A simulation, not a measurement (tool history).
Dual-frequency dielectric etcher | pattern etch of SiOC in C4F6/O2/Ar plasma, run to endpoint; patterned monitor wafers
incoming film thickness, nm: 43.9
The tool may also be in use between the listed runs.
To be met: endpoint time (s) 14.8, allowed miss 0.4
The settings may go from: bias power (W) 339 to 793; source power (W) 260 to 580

{"run": 1, "day": 0.0, "bias power (W)": 566, "source power (W)": 420, "endpoint time (s)": 12.401}
{"run": 2, "day": 0.329, "bias power (W)": 525, "source power (W)": 410, "endpoint time (s)": 13.114}
{"run": 3, "day": 0.692, "bias power (W)": 525, "source power (W)": 460, "endpoint time (s)": 12.266}
{"run": 4, "day": 0.954, "bias power (W)": 525, "source power (W)": 490, "endpoint time (s)": 12.07}
{"run": 5, "day": 1.317, "bias power (W)": 486, "source power (W)": 470, "endpoint time (s)": 12.772}
{"run": 6, "day": 1.5, "bias power (W)": 486, "source power (W)": 500, "endpoint time (s)": 12.329}
{"run": 7, "day": 1.692, "bias power (W)": 454, "source power (W)": 490, "endpoint time (s)": 12.821}
{"run": 8, "day": 1.942, "bias power (W)": 454, "source power (W)": 490, "endpoint time (s)": 12.758}
{"run": 9, "day": 1.988, "bias power (W)": 428, "source power (W)": 480, "endpoint time (s)": 13.163}
{"day": 2.067, "done": "source power generator calibrated"}
{"run": 10, "day": 2.067, "bias power (W)": 408, "source power (W)": 470, "endpoint time (s)": 13.134}
{"run": 11, "day": 2.242, "bias power (W)": 392, "source power (W)": 440, "endpoint time (s)": 13.993}
{"run": 12, "day": 2.575, "bias power (W)": 381, "source power (W)": 440, "endpoint time (s)": 14.137}

Which of these 4 next moves meets every target?
{"run": "A", "day": 2.908, "bias power (W)": 339, "source power (W)": 530, "endpoint time (s)": "?"}
{"run": "B", "day": 2.908, "bias power (W)": 381, "source power (W)": 390, "endpoint time (s)": "?"}
{"run": "C", "day": 2.908, "bias power (W)": 372, "source power (W)": 460, "endpoint time (s)": "?"}
{"run": "D", "day": 2.908, "bias power (W)": 415, "source power (W)": 430, "endpoint time (s)": "?"}

move=A endpoint_time_(s)=13.692
move=B endpoint_time_(s)=14.867
move=C endpoint_time_(s)=13.986
move=D endpoint_time_(s)=13.745
A: further off than the last run
B: meets every target
C: further off than the last run
D: further off than the last run
Move B is the one to make.

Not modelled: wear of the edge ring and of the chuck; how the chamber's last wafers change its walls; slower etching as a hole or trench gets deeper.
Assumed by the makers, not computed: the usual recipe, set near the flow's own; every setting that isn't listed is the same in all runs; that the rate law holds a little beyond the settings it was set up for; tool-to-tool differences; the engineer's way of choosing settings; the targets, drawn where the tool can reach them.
